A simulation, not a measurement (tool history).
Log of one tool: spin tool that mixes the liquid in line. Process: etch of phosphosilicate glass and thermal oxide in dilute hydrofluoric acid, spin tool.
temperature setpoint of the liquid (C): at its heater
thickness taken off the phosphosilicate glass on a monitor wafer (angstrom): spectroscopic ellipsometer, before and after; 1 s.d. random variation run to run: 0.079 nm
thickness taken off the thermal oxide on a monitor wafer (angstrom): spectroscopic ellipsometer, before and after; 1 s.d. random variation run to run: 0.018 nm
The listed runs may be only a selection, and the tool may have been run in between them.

run,day,temperature setpoint of the liquid (C),parts of water to one part of 49 % hydrofluoric acid (parts by volume),time under the liquid (s),thickness taken off the phosphosilicate glass on a monitor wafer (angstrom),thickness taken off the thermal oxide on a monitor wafer (angstrom)
1,0,21,145,30,310.62,7.7438
2,0.296,20,150,30,287.89,6.8376
3,0.638,19.5,155,30,270.85,6.6504
4,0.692,19,155,30,266.34,6.6139
5,1.017,18.5,155,30,263.06,6.1377
6,1.292,18.5,160,30,253.27,6.4367
7,1.358,18.5,160,30,252.78,6.2616

What will run 8 give?
8,1.696,18,160,30,?,?

thickness taken off the phosphosilicate glass on a monitor wafer (angstrom): 247.18
thickness taken off the thermal oxide on a monitor wafer (angstrom): 6.3507
